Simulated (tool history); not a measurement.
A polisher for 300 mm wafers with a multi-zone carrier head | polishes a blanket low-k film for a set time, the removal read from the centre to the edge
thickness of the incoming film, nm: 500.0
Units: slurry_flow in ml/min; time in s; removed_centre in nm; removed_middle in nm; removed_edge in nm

{"run": 1, "hour": 0.0, "slurry_flow": 250, "centre_zone": 1, "middle_zone": 1, "edge_zone": 1, "slurry_solids": 1, "time": 63, "removed_centre": 25.631, "removed_middle": 25.741, "removed_edge": 26.071}
{"run": 2, "hour": 2.7, "slurry_flow": 240, "centre_zone": 0.99, "middle_zone": 0.99, "edge_zone": 1.06, "slurry_solids": 1.15, "time": 65, "removed_centre": 27.278, "removed_middle": 27.796, "removed_edge": 29.656}
{"run": 3, "hour": 7.7, "slurry_flow": 240, "centre_zone": 0.99, "middle_zone": 0.92, "edge_zone": 1.06, "slurry_solids": 1.15, "time": 65, "removed_centre": 27.363, "removed_middle": 26.102, "removed_edge": 28.887}
{"run": 4, "hour": 15.6, "slurry_flow": 235, "centre_zone": 1, "middle_zone": 0.95, "edge_zone": 1.1, "slurry_solids": 1.25, "time": 66, "removed_centre": 28.758, "removed_middle": 28.065, "removed_edge": 30.668}
{"run": 5, "hour": 19.9, "slurry_flow": 235, "centre_zone": 1, "middle_zone": 0.95, "edge_zone": 1.06, "slurry_solids": 1.25, "time": 66, "removed_centre": 29.021, "removed_middle": 27.83, "removed_edge": 30.639}
{"run": 6, "hour": 23.5, "slurry_flow": 270, "centre_zone": 1, "middle_zone": 0.95, "edge_zone": 1.06, "slurry_solids": 1.25, "time": 66, "removed_centre": 29.312, "removed_middle": 28.35, "removed_edge": 30.722}
{"run": 7, "hour": 28.9, "slurry_flow": 240, "centre_zone": 0.99, "middle_zone": 0.95, "edge_zone": 1.1, "slurry_solids": 1.35, "time": 69, "removed_centre": 30.517, "removed_middle": 29.945, "removed_edge": 33.832}
{"run": 8, "hour": 37.0, "slurry_flow": 235, "centre_zone": 0.99, "middle_zone": 0.96, "edge_zone": 1.13, "slurry_solids": 1.4, "time": 71, "removed_centre": 31.862, "removed_middle": 31.513, "removed_edge": 35.213}
{"run": 9, "hour": 37.6, "slurry_flow": 240, "centre_zone": 0.98, "middle_zone": 0.95, "edge_zone": 1.15, "slurry_solids": 1.45, "time": 73, "removed_centre": 33.387, "removed_middle": 32.559, "removed_edge": 36.803}
{"run": 10, "hour": 44.5, "slurry_flow": 225, "centre_zone": 0.97, "middle_zone": 0.95, "edge_zone": 1.16, "slurry_solids": 1.45, "time": 75, "removed_centre": 33.77, "removed_middle": 33.047, "removed_edge": 38.619}
{"run": 11, "hour": 52.5, "slurry_flow": 225, "centre_zone": 0.96, "middle_zone": 0.96, "edge_zone": 1.17, "slurry_solids": 1.45, "time": 75, "removed_centre": 32.999, "removed_middle": 33.731, "removed_edge": 37.999}
{"run": 12, "hour": 56.8, "slurry_flow": 225, "centre_zone": 0.96, "middle_zone": 0.96, "edge_zone": 1.17, "slurry_solids": 1.45, "time": 75, "removed_centre": 32.897, "removed_middle": 33.466, "removed_edge": 37.79}

The next listed run, before its measurement:
{"run": 13, "hour": 64.0, "slurry_flow": 220, "centre_zone": 0.96, "middle_zone": 0.95, "edge_zone": 1.18, "slurry_solids": 1.45, "time": 76, "removed_centre": "?", "removed_middle": "?", "removed_edge": "?"}

removed_centre: 33.316 nm
removed_middle: 33.399 nm
removed_edge: 38.499 nm
